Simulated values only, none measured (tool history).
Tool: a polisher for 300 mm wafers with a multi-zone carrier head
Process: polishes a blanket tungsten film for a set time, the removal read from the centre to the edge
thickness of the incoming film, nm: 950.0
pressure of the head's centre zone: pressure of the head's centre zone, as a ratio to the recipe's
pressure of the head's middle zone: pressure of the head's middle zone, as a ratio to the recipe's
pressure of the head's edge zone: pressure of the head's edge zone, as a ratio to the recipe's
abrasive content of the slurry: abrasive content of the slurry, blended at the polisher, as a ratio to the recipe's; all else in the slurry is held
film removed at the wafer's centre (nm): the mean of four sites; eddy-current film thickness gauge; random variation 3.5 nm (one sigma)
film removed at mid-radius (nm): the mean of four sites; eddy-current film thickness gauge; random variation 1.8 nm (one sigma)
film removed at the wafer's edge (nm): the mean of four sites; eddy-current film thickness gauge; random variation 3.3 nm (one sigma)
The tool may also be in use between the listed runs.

run	hour	flow of slurry (ml/min)	pressure of the head's centre zone	pressure of the head's middle zone	pressure of the head's edge zone	abrasive content of the slurry	polishing time (s)	film removed at the wafer's centre (nm)	film removed at mid-radius (nm)	film removed at the wafer's edge (nm)
1	0	260	1	1	1	1	72	306.44	297.98	294.71
2	4.1	260	1	1	0.92	1	72	304.77	301.61	283.98
3	12.5	255	0.98	0.96	0.9	0.9	71	289.88	280.56	267.59
4	20.5	255	0.98	0.96	0.9	1	71	290.13	286.24	280.7
5	24.8	245	0.96	0.93	0.89	0.9	71	278.58	277.71	271.76
6	31.5	245	0.96	0.93	0.93	0.9	71	277.66	275.5	268.47

The next listed run, before its measurement:
7	39.6	240	0.95	0.89	0.94	0.85	71	?	?	?

{"run 7": {"film removed at the wafer's centre (nm)": 270, "film removed at mid-radius (nm)": 266.32, "film removed at the wafer's edge (nm)": 273.15}}

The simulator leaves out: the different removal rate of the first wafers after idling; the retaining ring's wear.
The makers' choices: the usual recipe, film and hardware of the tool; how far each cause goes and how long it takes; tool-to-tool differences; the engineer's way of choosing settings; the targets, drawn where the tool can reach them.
